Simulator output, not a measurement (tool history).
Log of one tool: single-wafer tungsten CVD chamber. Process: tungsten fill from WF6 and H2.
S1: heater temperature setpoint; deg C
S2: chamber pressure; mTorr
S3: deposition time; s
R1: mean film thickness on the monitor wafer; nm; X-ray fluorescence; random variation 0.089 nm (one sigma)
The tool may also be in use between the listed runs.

run    day   S1     S2    S3      R1
  1      0  395  44100  7.77  25.919
  2  0.179  387  44100  7.77  22.613
  3  0.262  387  44100  7.42  21.574
  4  0.629  387  44100  7.42  21.435
  5  0.892  392  44200  7.42  23.567
  6  1.071  395  44300  7.42  24.831

The next listed run, before its measurement:
  7  1.4  397  44400  7.42   ?

{"run 7": {"R1": 25.763}}
